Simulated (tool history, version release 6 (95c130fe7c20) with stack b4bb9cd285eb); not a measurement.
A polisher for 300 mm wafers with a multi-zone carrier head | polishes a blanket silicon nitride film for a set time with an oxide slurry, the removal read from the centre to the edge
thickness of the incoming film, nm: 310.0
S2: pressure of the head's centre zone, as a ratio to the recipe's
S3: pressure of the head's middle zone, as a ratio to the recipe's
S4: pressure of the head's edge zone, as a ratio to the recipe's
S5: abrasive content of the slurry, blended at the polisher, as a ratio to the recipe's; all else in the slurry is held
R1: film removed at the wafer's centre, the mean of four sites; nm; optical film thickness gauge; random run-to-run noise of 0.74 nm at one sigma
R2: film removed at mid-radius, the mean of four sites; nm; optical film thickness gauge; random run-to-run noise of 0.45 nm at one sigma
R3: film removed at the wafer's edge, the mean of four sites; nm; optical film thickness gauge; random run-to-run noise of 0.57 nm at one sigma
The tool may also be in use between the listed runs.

run 1 hour=0 | flow_of_slurry_(ml/min)=190 S2=1 S3=1 S4=1 S5=1 polishing_time_(s)=48 | R1=37.129 R2=34.988 R3=37.225
run 2 hour=6.2 | flow_of_slurry_(ml/min)=190 S2=1.05 S3=1 S4=1 S5=1 polishing_time_(s)=48 | R1=38.528 R2=35.786 R3=37.4
run 3 hour=10.2 | flow_of_slurry_(ml/min)=195 S2=1.05 S3=1.01 S4=1.03 S5=1.1 polishing_time_(s)=49 | R1=41.101 R2=37.879 R3=40.275
run 4 hour=18.9 | flow_of_slurry_(ml/min)=195 S2=1.04 S3=1.02 S4=1.05 S5=1.15 polishing_time_(s)=50 | R1=42.751 R2=40.869 R3=43.154
run 5 hour=19.8 | flow_of_slurry_(ml/min)=200 S2=1.04 S3=1.02 S4=1.07 S5=1.2 polishing_time_(s)=50 | R1=44.486 R2=40.807 R3=44.078
run 6 hour=24.6 | flow_of_slurry_(ml/min)=200 S2=1.04 S3=1.02 S4=1.07 S5=1.05 polishing_time_(s)=50 | R1=41.538 R2=39.336 R3=40.61
run 7 hour=26 | flow_of_slurry_(ml/min)=195 S2=1.04 S3=1.03 S4=1.07 S5=1.1 polishing_time_(s)=51 | R1=42.271 R2=40.379 R3=43.208

Forecast run 8:
run 8 hour=31.2 | flow_of_slurry_(ml/min)=190 S2=1.05 S3=1.04 S4=1.07 S5=1.15 polishing_time_(s)=52 | R1=? R2=? R3=?

Logged for run 8: R1 45.108 nm, R2 42.645 nm, R3 44.906 nm.
